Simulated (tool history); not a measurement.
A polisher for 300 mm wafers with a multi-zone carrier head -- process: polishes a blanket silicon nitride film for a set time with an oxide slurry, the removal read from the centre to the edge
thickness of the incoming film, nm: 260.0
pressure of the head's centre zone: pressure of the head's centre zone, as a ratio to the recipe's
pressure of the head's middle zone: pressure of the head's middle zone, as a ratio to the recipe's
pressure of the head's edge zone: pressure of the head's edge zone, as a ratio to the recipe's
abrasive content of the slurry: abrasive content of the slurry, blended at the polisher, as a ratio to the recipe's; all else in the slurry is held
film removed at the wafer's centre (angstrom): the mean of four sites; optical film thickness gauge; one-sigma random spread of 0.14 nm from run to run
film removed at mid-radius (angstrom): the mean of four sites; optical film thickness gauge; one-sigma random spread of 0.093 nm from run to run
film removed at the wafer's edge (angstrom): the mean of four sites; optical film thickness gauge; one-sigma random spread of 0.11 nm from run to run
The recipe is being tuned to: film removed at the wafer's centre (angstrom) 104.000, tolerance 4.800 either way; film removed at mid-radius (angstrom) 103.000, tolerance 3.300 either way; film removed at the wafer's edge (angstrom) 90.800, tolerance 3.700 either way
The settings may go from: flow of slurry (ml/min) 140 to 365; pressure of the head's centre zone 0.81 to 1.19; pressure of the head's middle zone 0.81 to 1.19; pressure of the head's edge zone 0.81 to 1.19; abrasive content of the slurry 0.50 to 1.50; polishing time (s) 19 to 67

run	hour	flow of slurry (ml/min)	pressure of the head's centre zone	pressure of the head's middle zone	pressure of the head's edge zone	abrasive content of the slurry	polishing time (s)	film removed at the wafer's centre (angstrom)	film removed at mid-radius (angstrom)	film removed at the wafer's edge (angstrom)
1	0.0	235	1.00	1.00	1.00	1.00	43	171.070	175.290	170.960
2	7.7	235	1.01	1.00	0.98	0.95	41	166.050	161.810	155.690
3	8.7	235	1.00	1.00	0.97	0.90	40	155.480	153.880	150.790
4	14.5	235	1.00	1.00	1.02	0.90	40	156.850	154.870	151.420
5	16.2	210	1.00	1.00	1.02	0.90	40	151.450	152.470	150.880
6	20.0	210	1.00	1.00	0.95	0.90	40	151.860	154.270	146.040
7	24.8	205	1.00	1.00	0.94	0.85	39	141.830	145.750	137.870
8	29.0	205	1.01	1.00	0.93	0.80	38	135.310	137.170	129.520
9	36.0	205	1.02	1.00	0.92	0.75	37	128.250	130.100	123.120
10	36.7	205	1.03	1.00	0.91	0.70	36	121.160	122.430	115.380
11	42.9	205	1.04	1.00	0.90	0.70	36	123.880	122.090	112.340
12	49.9	205	1.04	1.00	0.89	0.70	36	125.300	123.180	112.170
13	55.0	205	1.04	1.00	0.88	0.70	36	125.970	122.140	113.520
14	60.0	200	1.04	1.00	0.87	0.70	36	120.670	122.060	110.840
15	61.6	200	1.04	1.00	0.86	0.70	36	125.170	119.430	109.210
16	67.4	200	1.00	1.03	0.82	0.50	32	88.666	92.912	80.404
17	70.5	200	1.01	1.03	0.83	0.50	32	87.755	91.020	81.951
18	72.4	200	1.02	1.04	0.84	0.50	32	89.555	93.073	80.966
19	73.5	200	1.03	1.04	0.85	0.50	32	89.922	94.200	80.761
20	79.6	200	1.04	1.04	0.86	0.50	32	90.537	94.074	81.078
21	80.1	200	1.05	1.04	0.87	0.50	32	91.281	91.479	81.566
22	80.8	210	1.04	1.02	0.84	0.55	32	96.397	95.049	86.377
23	87.2	205	1.04	1.02	0.84	0.55	32	94.692	95.285	84.129
24	90.0	205	1.04	1.02	0.85	0.55	32	95.438	96.460	86.588

Which one of the following 5 next-run settings gets every result inside its allowed miss? There is exactly one.
A	92.8	140	0.88	1.15	0.97	0.50	35	?	?	?
B	92.8	350	1.09	0.94	0.89	0.55	31	?	?	?
C	92.8	165	1.01	1.08	0.85	0.55	32	?	?	?
D	92.8	215	1.07	1.03	0.84	0.55	34	?	?	?
E	92.8	160	0.93	1.14	0.89	0.65	31	?	?	?

move	film removed at the wafer's centre (angstrom)	film removed at mid-radius (angstrom)	film removed at the wafer's edge (angstrom)
A	82.305	101.910	89.352
B	103.970	92.415	89.340
C	90.924	96.878	83.543
D	105.880	103.560	91.424
E	90.829	107.200	90.180
A: corrects the largest miss of the last run, while another result sits out of spec
B: the biggest miss grows against the last run
C: the biggest miss grows against the last run
D: all results in spec
E: carries the result that was furthest off beyond its target, to the other side
Answer: D
